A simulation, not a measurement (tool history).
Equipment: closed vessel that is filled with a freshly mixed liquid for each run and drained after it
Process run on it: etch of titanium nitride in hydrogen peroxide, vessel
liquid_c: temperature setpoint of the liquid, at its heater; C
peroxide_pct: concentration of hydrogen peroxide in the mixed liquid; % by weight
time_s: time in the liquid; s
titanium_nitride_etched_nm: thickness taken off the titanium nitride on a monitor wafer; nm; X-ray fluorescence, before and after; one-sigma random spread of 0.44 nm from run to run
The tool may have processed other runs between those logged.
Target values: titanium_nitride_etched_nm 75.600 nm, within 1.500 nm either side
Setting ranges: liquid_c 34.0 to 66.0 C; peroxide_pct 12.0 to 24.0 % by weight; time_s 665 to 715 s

{"run": 1, "hour": 0.0, "liquid_c": 50.0, "peroxide_pct": 16.0, "time_s": 665, "titanium_nitride_etched_nm": 33.724}
{"run": 2, "hour": 2.1, "liquid_c": 52.0, "peroxide_pct": 16.0, "time_s": 665, "titanium_nitride_etched_nm": 38.845}
{"run": 3, "hour": 7.3, "liquid_c": 52.0, "peroxide_pct": 15.0, "time_s": 665, "titanium_nitride_etched_nm": 38.473}
{"run": 4, "hour": 13.7, "liquid_c": 52.0, "peroxide_pct": 15.0, "time_s": 715, "titanium_nitride_etched_nm": 41.272}
{"run": 5, "hour": 20.9, "liquid_c": 53.5, "peroxide_pct": 15.0, "time_s": 715, "titanium_nitride_etched_nm": 45.807}
{"run": 6, "hour": 22.6, "liquid_c": 55.0, "peroxide_pct": 15.0, "time_s": 715, "titanium_nitride_etched_nm": 51.243}
{"run": 7, "hour": 26.6, "liquid_c": 56.0, "peroxide_pct": 15.0, "time_s": 715, "titanium_nitride_etched_nm": 54.552}
{"run": 8, "hour": 35.6, "liquid_c": 57.0, "peroxide_pct": 15.0, "time_s": 715, "titanium_nitride_etched_nm": 59.085}
{"run": 9, "hour": 44.1, "liquid_c": 57.5, "peroxide_pct": 15.0, "time_s": 715, "titanium_nitride_etched_nm": 60.778}

Below are 5 possible settings for the next run. Only one of them brings all results inside the allowed miss of their targets. Which is it?
{"run": "A", "hour": 52.6, "liquid_c": 59.0, "peroxide_pct": 14.5, "time_s": 715, "titanium_nitride_etched_nm": "?"}
{"run": "B", "hour": 52.6, "liquid_c": 60.0, "peroxide_pct": 15.5, "time_s": 715, "titanium_nitride_etched_nm": "?"}
{"run": "C", "hour": 52.6, "liquid_c": 59.0, "peroxide_pct": 14.5, "time_s": 705, "titanium_nitride_etched_nm": "?"}
{"run": "D", "hour": 52.6, "liquid_c": 60.5, "peroxide_pct": 16.5, "time_s": 715, "titanium_nitride_etched_nm": "?"}
{"run": "E", "hour": 52.6, "liquid_c": 60.5, "peroxide_pct": 16.0, "time_s": 685, "titanium_nitride_etched_nm": "?"}

move=A titanium_nitride_etched_nm=66.071
move=B titanium_nitride_etched_nm=71.732
move=C titanium_nitride_etched_nm=65.147
move=D titanium_nitride_etched_nm=75.194
move=E titanium_nitride_etched_nm=71.572
A: gains on the last run, yet a result remains outside its allowed miss
B: gains on the last run, yet a result remains outside its allowed miss
C: gains on the last run, yet a result remains outside its allowed miss
D: all results land within tolerance of their targets
E: gains on the last run, yet a result remains outside its allowed miss
So the answer is move D, the one that meets all the targets.
